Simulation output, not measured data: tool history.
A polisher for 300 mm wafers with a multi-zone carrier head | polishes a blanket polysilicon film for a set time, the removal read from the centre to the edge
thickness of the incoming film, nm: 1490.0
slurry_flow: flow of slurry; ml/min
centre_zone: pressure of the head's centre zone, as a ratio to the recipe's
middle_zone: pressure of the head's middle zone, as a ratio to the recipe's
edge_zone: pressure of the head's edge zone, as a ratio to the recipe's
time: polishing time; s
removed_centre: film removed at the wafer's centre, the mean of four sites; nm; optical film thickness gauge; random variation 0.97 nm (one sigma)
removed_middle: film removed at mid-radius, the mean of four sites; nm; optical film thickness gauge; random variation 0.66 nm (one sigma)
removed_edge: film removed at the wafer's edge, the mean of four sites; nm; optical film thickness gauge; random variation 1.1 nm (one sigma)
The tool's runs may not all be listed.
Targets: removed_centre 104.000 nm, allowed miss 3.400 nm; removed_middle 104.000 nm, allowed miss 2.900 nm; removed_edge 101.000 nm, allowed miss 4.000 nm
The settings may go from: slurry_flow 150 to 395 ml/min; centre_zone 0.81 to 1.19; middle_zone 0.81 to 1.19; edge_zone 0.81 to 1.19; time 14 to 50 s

run,hour,slurry_flow,centre_zone,middle_zone,edge_zone,time,removed_centre,removed_middle,removed_edge
1,0.0,250,1.00,1.00,1.00,32,165.880,157.400,155.080
2,6.2,245,0.98,0.99,0.98,30,156.770,148.330,145.610
3,14.9,245,0.98,0.91,0.98,30,152.470,142.350,143.570
4,23.6,240,0.96,0.90,0.96,28,140.710,131.410,135.100
5,31.7,240,0.95,0.91,0.94,26,129.440,121.570,122.260
6,33.7,240,0.95,0.97,0.94,26,129.440,125.980,118.630
7,38.7,235,0.93,0.95,0.92,26,125.830,123.880,119.820
8,40.3,235,0.92,0.94,0.91,25,121.170,119.190,117.150
9,47.4,230,0.91,0.94,0.90,24,115.520,113.750,107.770
10,55.0,220,0.90,0.93,0.89,24,115.210,113.910,109.000
11,58.5,220,0.89,0.92,0.88,24,112.770,112.690,107.450
# hour 67.1: centre zone pressure recalibrated
12,67.1,215,0.88,0.91,0.87,24,102.480,110.790,107.180
13,69.7,240,0.94,0.87,0.82,22,100.490,100.550,97.018

4 next moves are on the table. One of them brings every result within its allowed miss. Which?
A,72.3,190,0.94,0.88,0.84,23,?,?,?
B,72.3,185,0.96,1.00,0.81,21,?,?,?
C,72.3,260,0.86,0.82,0.86,22,?,?,?
D,72.3,245,0.93,0.96,0.81,21,?,?,?

move,removed_centre,removed_middle,removed_edge
A,103.100,104.910,101.610
B,95.748,102.790,91.069
C,93.504,98.782,99.916
D,95.188,102.440,92.474
A: meets every target
B: brings the result that was furthest off to its target, and leaves another outside
C: further off than the last run
D: brings the result that was furthest off to its target, and leaves another outside
Move A is the one to make.
